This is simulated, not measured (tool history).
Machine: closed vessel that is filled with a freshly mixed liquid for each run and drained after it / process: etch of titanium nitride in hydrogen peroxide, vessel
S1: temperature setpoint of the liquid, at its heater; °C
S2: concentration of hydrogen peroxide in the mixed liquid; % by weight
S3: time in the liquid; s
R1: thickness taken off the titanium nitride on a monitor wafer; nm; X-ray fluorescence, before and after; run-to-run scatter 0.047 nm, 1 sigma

Run 1, day 0: S1 55 °C, S2 19.5 % by weight, S3 80 s. Result: R1 10.279 nm.
Run 2, day 0.271: S1 54 °C, S2 19.5 % by weight, S3 80 s. Result: R1 9.5684 nm.
Run 3, day 0.625: S1 57 °C, S2 19.5 % by weight, S3 80 s. Result: R1 11.614 nm.
Run 4, day 0.804: S1 56 °C, S2 19.5 % by weight, S3 80 s. Result: R1 10.924 nm.
Run 5, day 1.025: S1 56 °C, S2 19.5 % by weight, S3 80 s. Result: R1 10.831 nm.
Run 6, day 1.117: S1 60 °C, S2 19.5 % by weight, S3 80 s. Result: R1 14.492 nm.

Run 7, settings as shown, results not yet in. Your forecast:
Run 7, day 1.396: S1 58.5 °C, S2 19.5 % by weight, S3 80 s. Result: R1 ?.

Run 7 gave R1 13.022 nm.
